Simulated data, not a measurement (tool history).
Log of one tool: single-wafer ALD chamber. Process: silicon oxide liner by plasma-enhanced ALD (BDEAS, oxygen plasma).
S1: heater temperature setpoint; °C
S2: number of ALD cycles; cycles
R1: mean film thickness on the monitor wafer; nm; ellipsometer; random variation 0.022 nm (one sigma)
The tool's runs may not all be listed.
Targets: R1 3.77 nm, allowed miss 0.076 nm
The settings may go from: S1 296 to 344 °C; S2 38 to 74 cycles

run,hour,S1,S2,R1
1,0,320,56,4.9024
2,3.5,321,52,4.5377
3,9,313,52,4.599
4,17.5,305,52,4.6562
5,20.2,306,49,4.3613
6,24.9,312,49,4.3316
7,27.5,312,47,4.1558
8,32.5,312,46,4.0391
9,41,313,45,3.9758
10,46.1,313,44,3.8564

5 next moves are on the table. One of them brings every result within its allowed miss. Which?
A,51.2,313,43,?
B,51.2,313,45,?
C,51.2,328,46,?
D,51.2,305,41,?
E,51.2,325,42,?

move,R1
A,3.7988
B,3.9755
C,3.9773
D,3.6632
E,3.6473
A: meets every target
B: further off than the last run
C: further off than the last run
D: takes the result that was furthest off past its target
E: takes the result that was furthest off past its target
Move A is the one to make.
